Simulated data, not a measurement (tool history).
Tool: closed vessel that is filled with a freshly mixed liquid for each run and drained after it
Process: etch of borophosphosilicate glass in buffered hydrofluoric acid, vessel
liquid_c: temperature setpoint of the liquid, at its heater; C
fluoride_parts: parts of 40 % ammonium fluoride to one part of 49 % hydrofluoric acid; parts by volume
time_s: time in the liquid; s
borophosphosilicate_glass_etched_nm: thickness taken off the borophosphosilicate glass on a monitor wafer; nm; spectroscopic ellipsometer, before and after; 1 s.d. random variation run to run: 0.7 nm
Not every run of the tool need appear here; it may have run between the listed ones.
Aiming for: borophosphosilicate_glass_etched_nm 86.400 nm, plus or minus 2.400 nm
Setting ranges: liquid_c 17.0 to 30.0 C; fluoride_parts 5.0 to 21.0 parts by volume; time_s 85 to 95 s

| run | day | liquid_c | fluoride_parts | time_s | borophosphosilicate_glass_etched_nm |
|---|---|---|---|---|---|
| 1 | 0.000 | 22.0 | 13.0 | 85 | 142.170 |
| 2 | 0.046 | 22.0 | 14.5 | 85 | 130.120 |
| 3 | 0.138 | 22.0 | 14.5 | 95 | 143.990 |
| 4 | 0.383 | 22.0 | 12.0 | 95 | 171.320 |
| 5 | 0.692 | 20.5 | 14.0 | 95 | 136.750 |
| 6 | 0.846 | 23.0 | 14.0 | 95 | 157.760 |
| 7 | 1.188 | 21.5 | 15.0 | 95 | 136.650 |
| 8 | 1.542 | 20.5 | 16.0 | 95 | 120.390 |
|  | 1.862 | hydrofluoric acid flow meter replaced |
| 9 | 1.862 | 19.5 | 16.5 | 95 | 117.930 |
| 10 | 1.904 | 19.5 | 16.5 | 95 | 116.430 |
| 11 | 1.938 | 19.0 | 17.5 | 95 | 107.660 |
| 12 | 2.208 | 18.5 | 18.0 | 95 | 99.754 |
| 13 | 2.479 | 18.0 | 18.5 | 95 | 96.476 |
| 14 | 2.704 | 17.5 | 19.0 | 95 | 90.930 |

Next run, 5 choices. One meets every target within its allowed miss, the rest don't. Which?
| A | 2.929 | 20.5 | 19.0 | 90 | ? |
| B | 2.929 | 19.5 | 20.0 | 90 | ? |
| C | 2.929 | 17.0 | 18.5 | 90 | ? |
| D | 2.929 | 18.5 | 19.0 | 95 | ? |
| E | 2.929 | 17.0 | 16.5 | 95 | ? |

| move | borophosphosilicate_glass_etched_nm |
|---|---|
| A | 102.370 |
| B | 92.038 |
| C | 86.424 |
| D | 96.669 |
| E | 102.190 |
A: the biggest miss grows against the last run
B: the biggest miss grows against the last run
C: all results in spec
D: the biggest miss grows against the last run
E: the biggest miss grows against the last run
The move that meets every target is C.

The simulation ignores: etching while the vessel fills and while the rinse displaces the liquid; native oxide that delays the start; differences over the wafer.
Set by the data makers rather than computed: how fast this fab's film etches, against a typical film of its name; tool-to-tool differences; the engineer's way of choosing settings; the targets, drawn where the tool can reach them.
